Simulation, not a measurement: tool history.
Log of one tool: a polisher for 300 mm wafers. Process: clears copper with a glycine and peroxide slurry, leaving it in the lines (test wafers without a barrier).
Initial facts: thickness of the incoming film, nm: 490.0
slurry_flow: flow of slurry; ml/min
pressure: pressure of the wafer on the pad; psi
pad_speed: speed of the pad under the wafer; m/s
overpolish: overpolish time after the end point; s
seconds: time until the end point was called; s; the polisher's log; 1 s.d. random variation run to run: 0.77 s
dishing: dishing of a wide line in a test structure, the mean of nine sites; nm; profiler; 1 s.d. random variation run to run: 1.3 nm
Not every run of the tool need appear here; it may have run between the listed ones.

run 1 hour=0 | slurry_flow=160 pressure=3.3 pad_speed=0.9 overpolish=25 | seconds=84.902 dishing=80.857
run 2 hour=8.6 | slurry_flow=130 pressure=3.3 pad_speed=0.9 overpolish=25 | seconds=86.175 dishing=77.506
run 3 hour=14.3 | slurry_flow=120 pressure=3.5 pad_speed=0.92 overpolish=20 | seconds=82.18 dishing=70.126
run 4 hour=15.8 | slurry_flow=120 pressure=3.5 pad_speed=0.92 overpolish=11 | seconds=82.5 dishing=46.673
run 5 hour=22.4 | slurry_flow=120 pressure=3.5 pad_speed=0.92 overpolish=19 | seconds=81.923 dishing=68.044
run 6 hour=26.3 | slurry_flow=125 pressure=3.7 pad_speed=0.94 overpolish=17 | seconds=76.956 dishing=67.782

Expected results for the next run?
run 7 hour=27 | slurry_flow=125 pressure=3.8 pad_speed=0.96 overpolish=15 | seconds=? dishing=?

seconds: 73.515 s
dishing: 63.565 nm
